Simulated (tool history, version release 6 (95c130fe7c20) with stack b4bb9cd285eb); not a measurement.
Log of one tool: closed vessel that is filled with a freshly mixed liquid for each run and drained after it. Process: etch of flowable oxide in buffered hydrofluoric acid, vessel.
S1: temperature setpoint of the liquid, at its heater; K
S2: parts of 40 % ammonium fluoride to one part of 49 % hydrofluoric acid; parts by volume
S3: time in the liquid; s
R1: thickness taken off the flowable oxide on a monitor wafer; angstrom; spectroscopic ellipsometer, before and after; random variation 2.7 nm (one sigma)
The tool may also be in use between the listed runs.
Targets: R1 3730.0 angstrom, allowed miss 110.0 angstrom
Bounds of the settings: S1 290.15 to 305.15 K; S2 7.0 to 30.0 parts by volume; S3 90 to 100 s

run  hour      S1    S2   S3      R1
  1   0.0  298.15  20.0   90  1977.3
  2   5.9  299.15  19.0   90  2227.2
  3  13.6  298.15  19.0   90  2074.8
  4  18.8  298.15  19.0  100  2363.8
  5  26.3  299.15  19.0  100  2456.5
  6  29.9  299.15  19.0  100  2456.7
  7  37.2  300.15  18.5  100  2630.1
  8  43.6  300.65  18.0  100  2802.7
  9  50.3  301.15  18.0  100  2904.6
 10  58.9  301.65  18.0  100  2968.6

5 next moves are on the table. One of them brings every result within its allowed miss. Which?
  A  67.5  297.15  15.5   95   ?
  B  67.5  303.65  16.0  100   ?
  C  67.5  301.65  13.5   90   ?
  D  67.5  303.15  16.5  100   ?
  E  67.5  303.15  17.0  100   ?

move      R1
   A  2533.9
   B  3661.2
   C  3502.4
   D  3460.2
   E  3360.3
A: further off than the last run
B: meets every target
C: nearer than the last run, and not there yet
D: nearer than the last run, and not there yet
E: nearer than the last run, and not there yet
Answer: B

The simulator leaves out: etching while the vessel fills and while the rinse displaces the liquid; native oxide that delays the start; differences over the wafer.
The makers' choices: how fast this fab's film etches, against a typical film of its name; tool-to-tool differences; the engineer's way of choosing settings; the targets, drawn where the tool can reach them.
